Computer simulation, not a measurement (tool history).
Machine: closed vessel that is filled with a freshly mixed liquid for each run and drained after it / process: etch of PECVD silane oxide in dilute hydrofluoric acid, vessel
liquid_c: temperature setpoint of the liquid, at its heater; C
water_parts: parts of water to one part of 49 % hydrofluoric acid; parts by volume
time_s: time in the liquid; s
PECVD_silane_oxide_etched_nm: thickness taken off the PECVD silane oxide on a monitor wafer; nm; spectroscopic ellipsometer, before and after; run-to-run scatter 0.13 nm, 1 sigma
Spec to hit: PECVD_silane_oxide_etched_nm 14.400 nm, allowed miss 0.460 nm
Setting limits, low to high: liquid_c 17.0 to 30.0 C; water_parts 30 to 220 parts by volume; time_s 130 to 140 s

run,day,liquid_c,water_parts,time_s,PECVD_silane_oxide_etched_nm
1,0.000,22.0,125,130,16.644
2,0.138,22.0,125,130,16.744
3,0.446,22.0,125,130,16.823
4,0.562,21.0,125,130,15.890
5,0.896,21.0,125,140,17.311
6,1.062,20.0,125,140,16.575
7,1.262,19.5,125,140,16.517
8,1.412,19.0,125,140,16.262
9,1.633,18.5,125,140,15.645

Exercise: of the 5 proposed moves below, exactly one satisfies all targets within the stated allowed misses. Which move is it?
A,1.854,17.5,125,135,?
B,1.854,17.0,115,140,?
C,1.854,17.5,115,140,?
D,1.854,21.5,120,130,?
E,1.854,17.0,105,135,?

move,PECVD_silane_oxide_etched_nm
A,14.537
B,16.213
C,16.555
D,17.251
E,17.299
A: meets every target
B: misses by more than the last run did
C: misses by more than the last run did
D: misses by more than the last run did
E: misses by more than the last run did
Move A is the one to make.

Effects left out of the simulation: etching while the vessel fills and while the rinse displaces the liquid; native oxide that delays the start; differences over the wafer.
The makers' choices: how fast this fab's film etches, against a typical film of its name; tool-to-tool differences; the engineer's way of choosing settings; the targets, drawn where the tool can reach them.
